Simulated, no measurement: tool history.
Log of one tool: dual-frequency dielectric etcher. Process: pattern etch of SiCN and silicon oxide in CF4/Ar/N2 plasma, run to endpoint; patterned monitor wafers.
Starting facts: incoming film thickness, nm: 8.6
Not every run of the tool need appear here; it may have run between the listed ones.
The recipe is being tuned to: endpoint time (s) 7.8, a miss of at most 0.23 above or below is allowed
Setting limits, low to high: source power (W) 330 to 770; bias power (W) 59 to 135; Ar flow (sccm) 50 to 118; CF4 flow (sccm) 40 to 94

run  hour  source power (W)  bias power (W)  Ar flow (sccm)  CF4 flow (sccm)  endpoint time (s)
  1     0               550              97              84               67             6.5997
  2   6.8               550             112              84               67             6.1979
  3  14.8               550             112              75               67             6.1879
  4  20.6               550             112              75               62             6.2653
  5  24.4               510             111              75               62             6.7432
  6  26.4               490             110              75               62             7.0489
  7  32.4               480             110              75               62             7.4146
  8  36.4               470             110              75               62             7.4557

5 next moves are on the table. One of them brings every result within its allowed miss. Which?
  A  40.4               510             111              65               49                  ?
  B  40.4               470             120              79               67                  ?
  C  40.4               470             104              88               57                  ?
  D  40.4               470             113              50               53                  ?
  E  40.4               510             103              71               60                  ?

move  endpoint time (s)
   A             6.8395
   B             7.2144
   C             7.8375
   D             7.1345
   E             6.8733
A: misses by more than the last run did
B: misses by more than the last run did
C: all results in spec
D: misses by more than the last run did
E: misses by more than the last run did
Go with C: it meets all targets.

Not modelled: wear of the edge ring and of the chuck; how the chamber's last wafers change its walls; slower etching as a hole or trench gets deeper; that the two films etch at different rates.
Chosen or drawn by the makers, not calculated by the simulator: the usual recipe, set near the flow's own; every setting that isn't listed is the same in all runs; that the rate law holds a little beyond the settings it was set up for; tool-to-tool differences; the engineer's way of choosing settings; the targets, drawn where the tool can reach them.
